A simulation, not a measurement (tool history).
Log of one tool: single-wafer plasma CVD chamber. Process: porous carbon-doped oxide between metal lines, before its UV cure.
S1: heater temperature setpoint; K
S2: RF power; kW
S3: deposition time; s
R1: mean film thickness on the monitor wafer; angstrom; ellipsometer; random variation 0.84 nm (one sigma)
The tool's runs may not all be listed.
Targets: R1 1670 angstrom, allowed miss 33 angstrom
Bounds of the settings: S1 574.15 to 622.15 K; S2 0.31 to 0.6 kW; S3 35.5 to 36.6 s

Run 1, hour 0: S1 598.15 K, S2 0.455 kW, S3 35.5 s. Result: R1 1484.7 angstrom.
Run 2, hour 3.6: S1 594.15 K, S2 0.46 kW, S3 35.5 s. Result: R1 1530.3 angstrom.
Run 3, hour 11.3: S1 599.15 K, S2 0.46 kW, S3 35.5 s. Result: R1 1475.4 angstrom.
Run 4, hour 15: S1 596.15 K, S2 0.465 kW, S3 35.5 s. Result: R1 1506.3 angstrom.
Run 5, hour 19.5: S1 596.15 K, S2 0.44 kW, S3 35.5 s. Result: R1 1452.3 angstrom.
Run 6, hour 26.4: S1 605.15 K, S2 0.44 kW, S3 35.5 s. Result: R1 1379.1 angstrom.
Run 7, hour 31.4: S1 600.15 K, S2 0.445 kW, S3 35.5 s. Result: R1 1420.8 angstrom.
Run 8, hour 38.4: S1 596.15 K, S2 0.45 kW, S3 35.5 s. Result: R1 1472.6 angstrom.

4 next moves are on the table. One of them brings every result within its allowed miss. Which?
Run A, hour 45.4: S1 606.15 K, S2 0.38 kW, S3 35.5 s. Result: R1 ?.
Run B, hour 45.4: S1 603.15 K, S2 0.395 kW, S3 35.5 s. Result: R1 ?.
Run C, hour 45.4: S1 591.15 K, S2 0.49 kW, S3 36.6 s. Result: R1 ?.
Run D, hour 45.4: S1 607.15 K, S2 0.405 kW, S3 35.5 s. Result: R1 ?.

move      R1
   A    1243
   B  1297.1
   C  1654.1
   D  1293.7
A: further off than the last run
B: further off than the last run
C: meets every target
D: further off than the last run
Move C is the one to make.
